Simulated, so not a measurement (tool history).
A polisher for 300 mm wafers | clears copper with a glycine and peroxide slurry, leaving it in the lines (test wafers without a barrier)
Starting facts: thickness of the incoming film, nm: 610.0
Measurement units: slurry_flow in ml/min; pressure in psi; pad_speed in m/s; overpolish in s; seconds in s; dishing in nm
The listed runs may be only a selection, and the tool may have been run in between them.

run	hour	slurry_flow	pressure	pad_speed	overpolish	seconds	dishing
1	0.0	155	3.0	1.00	15	122.750	48.257
2	2.8	160	3.3	1.00	15	118.670	51.622
3	9.7	160	3.6	1.04	14	105.440	53.735
4	15.8	160	3.6	1.04	19	100.840	67.778
5	24.0	185	3.6	1.04	19	105.830	68.353
# hour 25.1: slurry nozzle cleaned
6	25.1	185	4.1	1.04	19	84.336	77.705
7	26.4	185	4.1	1.04	19	89.067	76.990

Run 8 comes next. What will it give?
8	29.9	185	4.2	1.04	18	?	?

seconds: 86.580 s
dishing: 76.311 nm
